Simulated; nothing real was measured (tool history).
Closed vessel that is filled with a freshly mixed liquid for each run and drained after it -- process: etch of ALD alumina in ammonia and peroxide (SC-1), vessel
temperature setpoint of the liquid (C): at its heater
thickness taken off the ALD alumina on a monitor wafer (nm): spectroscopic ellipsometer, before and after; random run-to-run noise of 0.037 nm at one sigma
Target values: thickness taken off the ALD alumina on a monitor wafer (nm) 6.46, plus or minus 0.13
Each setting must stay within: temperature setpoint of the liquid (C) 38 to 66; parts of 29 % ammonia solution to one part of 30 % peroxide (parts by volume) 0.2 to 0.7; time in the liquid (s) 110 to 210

| run | day | temperature setpoint of the liquid (C) | parts of 29 % ammonia solution to one part of 30 % peroxide (parts by volume) | time in the liquid (s) | thickness taken off the ALD alumina on a monitor wafer (nm) |
|---|---|---|---|---|---|
| 1 | 0 | 50 | 0.4 | 210 | 9.3034 |
| 2 | 0.271 | 48 | 0.4 | 210 | 8.3653 |
| 3 | 0.633 | 46.5 | 0.4 | 210 | 7.6582 |
| 4 | 0.742 | 46.5 | 0.5 | 210 | 7.8259 |
| 5 | 0.775 | 46.5 | 0.5 | 110 | 4.1188 |
| 6 | 0.892 | 43.5 | 0.5 | 110 | 3.4608 |
| 7 | 0.962 | 43.5 | 0.5 | 110 | 3.4795 |
| 8 | 1.108 | 45.5 | 0.5 | 110 | 3.8969 |
| 9 | 1.462 | 45.5 | 0.5 | 110 | 3.8942 |
| 10 | 1.708 | 47.5 | 0.5 | 110 | 4.2975 |
| 11 | 1.896 | 50 | 0.5 | 110 | 5.0138 |
| 12 | 2.108 | 51.5 | 0.5 | 110 | 5.399 |
| 13 | 2.412 | 52.5 | 0.5 | 110 | 5.6539 |
| 14 | 2.654 | 53.5 | 0.5 | 110 | 5.9798 |
| 15 | 2.921 | 54 | 0.5 | 110 | 6.2325 |

Which single option among these 4 for the next run brings every result within its allowed miss of target? Just one does.
| A | 3.188 | 52.5 | 0.5 | 110 | ? |
| B | 3.188 | 53.5 | 0.5 | 110 | ? |
| C | 3.188 | 42.5 | 0.7 | 210 | ? |
| D | 3.188 | 42.5 | 0.7 | 200 | ? |

| move | thickness taken off the ALD alumina on a monitor wafer (nm) |
|---|---|
| A | 5.6716 |
| B | 5.9856 |
| C | 6.3869 |
| D | 6.0827 |
A: the biggest miss grows against the last run
B: the biggest miss grows against the last run
C: hits every target within its allowed miss
D: the biggest miss grows against the last run
The right move is C.
